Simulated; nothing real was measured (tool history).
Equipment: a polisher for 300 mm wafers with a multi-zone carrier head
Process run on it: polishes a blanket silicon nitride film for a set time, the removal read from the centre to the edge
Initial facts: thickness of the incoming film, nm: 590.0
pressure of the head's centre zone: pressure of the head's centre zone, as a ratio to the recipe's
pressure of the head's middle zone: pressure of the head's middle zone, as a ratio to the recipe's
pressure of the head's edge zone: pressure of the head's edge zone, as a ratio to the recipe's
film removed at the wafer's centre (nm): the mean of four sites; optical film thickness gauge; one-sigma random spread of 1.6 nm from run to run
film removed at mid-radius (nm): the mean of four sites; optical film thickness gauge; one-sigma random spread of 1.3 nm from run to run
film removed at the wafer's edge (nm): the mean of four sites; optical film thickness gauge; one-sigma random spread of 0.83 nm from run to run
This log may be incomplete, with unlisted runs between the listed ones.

run    day  flow of slurry (ml/min)  pressure of the head's centre zone  pressure of the head's middle zone  pressure of the head's edge zone  polishing time (s)  film removed at the wafer's centre (nm)  film removed at mid-radius (nm)  film removed at the wafer's edge (nm)
  1  0.000                      225                                1.00                                1.00                              1.00                  49                                  100.190                          100.480                                100.460
  2  0.312                      240                                1.01                                1.05                              1.01                  51                                  103.150                          112.200                                106.150
  3  0.567                      265                                1.01                                1.05                              1.01                  51                                  104.160                          111.220                                106.260
  4  0.788                      265                                1.04                                1.08                              1.01                  52                                  108.410                          116.910                                110.020
  5  1.158                      265                                1.04                                1.08                              1.01                  45                                   92.653                          101.260                                 93.876
  6  1.292                      265                                1.10                                1.08                              1.01                  45                                   99.901                           99.952                                 94.252

Expected results for the next run?
  7  1.550                      270                                1.10                                1.11                              1.00                  48                                        ?                                ?                                      ?

film removed at the wafer's centre (nm): 107.690
film removed at mid-radius (nm): 111.720
film removed at the wafer's edge (nm): 99.240

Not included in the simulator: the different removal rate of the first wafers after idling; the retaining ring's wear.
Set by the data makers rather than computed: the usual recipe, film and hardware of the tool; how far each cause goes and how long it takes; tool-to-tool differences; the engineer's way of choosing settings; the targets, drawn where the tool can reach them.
